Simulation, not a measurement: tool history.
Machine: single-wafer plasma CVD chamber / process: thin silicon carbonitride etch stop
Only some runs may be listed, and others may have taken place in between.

run,day,RF power (kW),deposition time (s),mean film thickness on the monitor wafer (Å)
1,0,0.195,23.3,138.97
2,0.229,0.185,23.3,133.73
3,0.558,0.185,21.6,125.67
4,0.858,0.195,21.6,128.2
5,0.929,0.195,23.9,142.43
6,1.271,0.195,21.6,128.07

Run 7 has not been measured yet. What should we expect?
7,1.442,0.165,19,?

Run 7 yielded mean film thickness on the monitor wafer (Å) 105.86.

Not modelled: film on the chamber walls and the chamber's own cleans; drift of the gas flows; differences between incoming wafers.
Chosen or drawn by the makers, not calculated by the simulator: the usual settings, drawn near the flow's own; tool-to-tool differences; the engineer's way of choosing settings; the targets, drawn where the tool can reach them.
